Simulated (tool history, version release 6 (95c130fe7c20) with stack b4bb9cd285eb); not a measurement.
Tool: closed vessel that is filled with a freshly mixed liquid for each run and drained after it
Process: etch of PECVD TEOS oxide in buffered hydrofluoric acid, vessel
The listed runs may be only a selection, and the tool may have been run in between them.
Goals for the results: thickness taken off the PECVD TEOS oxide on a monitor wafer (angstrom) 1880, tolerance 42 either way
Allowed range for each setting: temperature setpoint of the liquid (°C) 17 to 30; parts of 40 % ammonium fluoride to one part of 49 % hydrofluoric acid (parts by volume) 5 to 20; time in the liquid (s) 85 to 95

run	hour	temperature setpoint of the liquid (°C)	parts of 40 % ammonium fluoride to one part of 49 % hydrofluoric acid (parts by volume)	time in the liquid (s)	thickness taken off the PECVD TEOS oxide on a monitor wafer (angstrom)
1	0	22	12	85	1267.3
2	8.8	20.5	12	85	1167.1
3	10.8	23	12	85	1346.8
4	15.5	24.5	12	85	1458.7
5	18.3	24.5	12	85	1469.2
6	27.2	25.5	12	85	1536.2
7	32.2	26.5	12	85	1620.1
8	36.5	27	12	85	1663.1
9	44.8	27	12	85	1669.1
10	53.3	27.5	12	85	1713.8

Of the 5 settings listed for the next run, only one would bring every result within its allowed miss of target. Which one?
A	61.8	29	12.5	95	?
B	61.8	23.5	11.5	90	?
C	61.8	28.5	11.5	90	?
D	61.8	28	11	90	?
E	61.8	27	10.5	85	?

move	thickness taken off the PECVD TEOS oxide on a monitor wafer (angstrom)
A	1999.5
B	1528.9
C	2001.3
D	2035.1
E	1906.7
A: moves the result that the last run missed by most past its target, out the other side
B: misses by more than the last run did
C: moves the result that the last run missed by most past its target, out the other side
D: moves the result that the last run missed by most past its target, out the other side
E: every result lands within tolerance
E meets every target.
